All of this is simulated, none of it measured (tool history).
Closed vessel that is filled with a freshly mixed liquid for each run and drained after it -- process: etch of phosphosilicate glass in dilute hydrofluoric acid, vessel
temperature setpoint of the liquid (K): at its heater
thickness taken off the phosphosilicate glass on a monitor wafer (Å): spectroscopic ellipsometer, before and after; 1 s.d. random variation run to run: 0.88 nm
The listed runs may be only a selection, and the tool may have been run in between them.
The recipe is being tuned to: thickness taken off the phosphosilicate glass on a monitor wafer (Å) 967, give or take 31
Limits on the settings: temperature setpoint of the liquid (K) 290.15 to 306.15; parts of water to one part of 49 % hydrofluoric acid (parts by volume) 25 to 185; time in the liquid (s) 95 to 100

| run | hour | temperature setpoint of the liquid (K) | parts of water to one part of 49 % hydrofluoric acid (parts by volume) | time in the liquid (s) | thickness taken off the phosphosilicate glass on a monitor wafer (Å) |
|---|---|---|---|---|---|
| 1 | 0 | 298.15 | 105 | 95 | 1076.2 |
| 2 | 2 | 298.15 | 80 | 95 | 1507.2 |
| 3 | 6.6 | 301.15 | 80 | 95 | 1680.7 |
| 4 | 12.7 | 299.65 | 80 | 95 | 1592.1 |
| 5 | 18.1 | 298.65 | 80 | 95 | 1512.4 |
| 6 | 26.5 | 298.65 | 80 | 100 | 1572.2 |
| 7 | 28.1 | 297.65 | 80 | 100 | 1517.8 |
| 8 | 29.7 | 293.65 | 100 | 100 | 999.92 |

Which one of the following 4 next-run settings gets every result inside its allowed miss? There is exactly one.
| A | 31.3 | 299.15 | 115 | 100 | ? |
| B | 31.3 | 294.65 | 95 | 95 | ? |
| C | 31.3 | 293.65 | 95 | 95 | ? |
| D | 31.3 | 293.65 | 100 | 95 | ? |

| move | thickness taken off the phosphosilicate glass on a monitor wafer (Å) |
|---|---|
| A | 1076.6 |
| B | 1064.5 |
| C | 1022.2 |
| D | 965.2 |
A: its largest miss is bigger than the last run's
B: its largest miss is bigger than the last run's
C: its largest miss is bigger than the last run's
D: in spec on every target
The move that meets every target is D.
